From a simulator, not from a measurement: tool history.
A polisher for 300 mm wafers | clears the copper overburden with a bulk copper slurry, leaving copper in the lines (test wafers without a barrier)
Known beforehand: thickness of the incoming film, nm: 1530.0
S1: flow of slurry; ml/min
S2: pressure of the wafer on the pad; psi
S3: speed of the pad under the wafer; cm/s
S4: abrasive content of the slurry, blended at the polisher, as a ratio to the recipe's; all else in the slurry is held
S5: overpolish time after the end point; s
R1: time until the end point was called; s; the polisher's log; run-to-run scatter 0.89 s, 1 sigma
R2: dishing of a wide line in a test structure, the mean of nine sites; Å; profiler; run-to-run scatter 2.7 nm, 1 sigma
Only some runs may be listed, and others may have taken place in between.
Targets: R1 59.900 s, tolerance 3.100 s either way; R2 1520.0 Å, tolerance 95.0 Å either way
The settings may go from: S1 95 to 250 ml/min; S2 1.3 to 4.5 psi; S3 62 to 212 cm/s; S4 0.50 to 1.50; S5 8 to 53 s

run	hour	S1	S2	S3	S4	S5	R1	R2
1	0.0	160	2.9	136	1.00	27	117.290	1230.0
2	5.6	160	3.3	140	1.00	25	102.860	1256.5
3	8.0	160	3.6	146	1.00	25	89.654	1371.9
4	16.7	160	3.2	146	1.00	25	100.260	1267.2
5	21.9	160	3.2	116	1.00	25	125.750	1198.8
6	26.0	160	3.5	116	1.00	25	116.060	1261.2
7	30.4	160	3.7	128	1.00	24	100.720	1285.2
8	32.1	160	3.9	136	1.00	24	86.456	1359.1
9	38.0	165	4.5	154	1.00	20	67.188	1442.6
10	39.2	165	4.5	158	1.00	20	65.127	1383.8
11	44.6	165	4.5	160	1.00	21	64.569	1471.6
12	52.2	165	4.5	162	1.00	21	64.288	1471.4
13	57.1	165	4.5	164	1.00	21	63.222	1481.6
14	61.5	165	4.5	164	1.00	21	65.216	1395.9

Which single option among these 5 for the next run brings every result within its allowed miss of target? Just one does.
A	65.9	165	4.5	168	1.10	24	?	?
B	65.9	175	4.5	188	1.05	21	?	?
C	65.9	170	4.5	194	1.10	21	?	?
D	65.9	170	4.2	198	1.10	12	?	?
E	65.9	195	4.5	184	1.25	21	?	?

move	R1	R2
A	61.630	1509.2
B	55.423	1502.7
C	53.323	1511.8
D	55.924	1273.5
E	53.392	1511.5
A: all results land within tolerance of their targets
B: moves the result that the last run missed by most past its target, out the other side
C: moves the result that the last run missed by most past its target, out the other side
D: moves the result that the last run missed by most past its target, out the other side
E: moves the result that the last run missed by most past its target, out the other side
So the answer is move A, the one that meets all the targets.
